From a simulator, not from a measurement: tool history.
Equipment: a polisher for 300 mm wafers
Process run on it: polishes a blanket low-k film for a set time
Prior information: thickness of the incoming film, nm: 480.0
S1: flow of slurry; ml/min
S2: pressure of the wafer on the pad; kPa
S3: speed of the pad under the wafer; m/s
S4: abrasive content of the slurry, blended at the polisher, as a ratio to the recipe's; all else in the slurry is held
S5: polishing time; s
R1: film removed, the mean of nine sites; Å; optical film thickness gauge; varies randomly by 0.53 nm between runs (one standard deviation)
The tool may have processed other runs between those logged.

run,day,S1,S2,S3,S4,S5,R1
1,0,160,9,1.22,1,64,241.99
2,0.271,160,9,1.22,1,64,240.55
3,0.317,160,9,1.22,0.8,64,213.18
4,0.375,160,9,1.22,1,64,241.17
5,0.604,160,9,1.22,0.9,64,227.69
6,0.812,160,9.7,1.22,0.9,64,244.06
7,1.025,165,12.4,1.28,0.9,64,330.94
8,1.35,165,13.1,1.28,0.9,64,351.51

Run 9 has not been measured yet. What should we expect?
9,1.5,165,13.8,1.28,0.9,64,?

R1: 357.61 Å
